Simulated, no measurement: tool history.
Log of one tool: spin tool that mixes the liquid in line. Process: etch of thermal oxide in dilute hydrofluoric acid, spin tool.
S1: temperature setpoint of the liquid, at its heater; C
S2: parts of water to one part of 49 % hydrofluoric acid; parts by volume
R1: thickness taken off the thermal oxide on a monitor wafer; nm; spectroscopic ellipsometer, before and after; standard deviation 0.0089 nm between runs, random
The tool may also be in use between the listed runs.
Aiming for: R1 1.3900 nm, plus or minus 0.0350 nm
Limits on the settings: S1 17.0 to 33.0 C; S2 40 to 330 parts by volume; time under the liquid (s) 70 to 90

run 1 hour=0.0 | S1=25.0 S2=185 time_under_the_liquid_(s)=90 | R1=1.9692
run 2 hour=3.2 | S1=25.0 S2=185 time_under_the_liquid_(s)=90 | R1=1.9949
run 3 hour=7.5 | S1=22.5 S2=190 time_under_the_liquid_(s)=90 | R1=1.7330
run 4 hour=11.3 | S1=22.5 S2=190 time_under_the_liquid_(s)=90 | R1=1.7366
run 5 hour=18.0 | S1=20.5 S2=190 time_under_the_liquid_(s)=90 | R1=1.5967
run 6 hour=22.0 | S1=24.0 S2=190 time_under_the_liquid_(s)=90 | R1=1.8356
-- hour=23.3 hydrofluoric acid flow meter replaced
run 7 hour=23.3 | S1=21.5 S2=190 time_under_the_liquid_(s)=90 | R1=1.7769
run 8 hour=31.1 | S1=20.5 S2=200 time_under_the_liquid_(s)=90 | R1=1.6273
run 9 hour=39.1 | S1=19.5 S2=205 time_under_the_liquid_(s)=90 | R1=1.5307
run 10 hour=46.8 | S1=19.0 S2=210 time_under_the_liquid_(s)=90 | R1=1.4495

4 next moves are on the table. One of them brings every result within its allowed miss. Which?
run A hour=54.5 | S1=18.0 S2=200 time_under_the_liquid_(s)=90 | R1=?
run B hour=54.5 | S1=18.0 S2=195 time_under_the_liquid_(s)=90 | R1=?
run C hour=54.5 | S1=19.5 S2=180 time_under_the_liquid_(s)=70 | R1=?
run D hour=54.5 | S1=22.5 S2=225 time_under_the_liquid_(s)=90 | R1=?

move=A R1=1.4669
move=B R1=1.5116
move=C R1=1.3710
move=D R1=1.5114
A: further off than the last run
B: further off than the last run
C: each result inside its tolerance
D: further off than the last run
Go with C: it meets all targets.
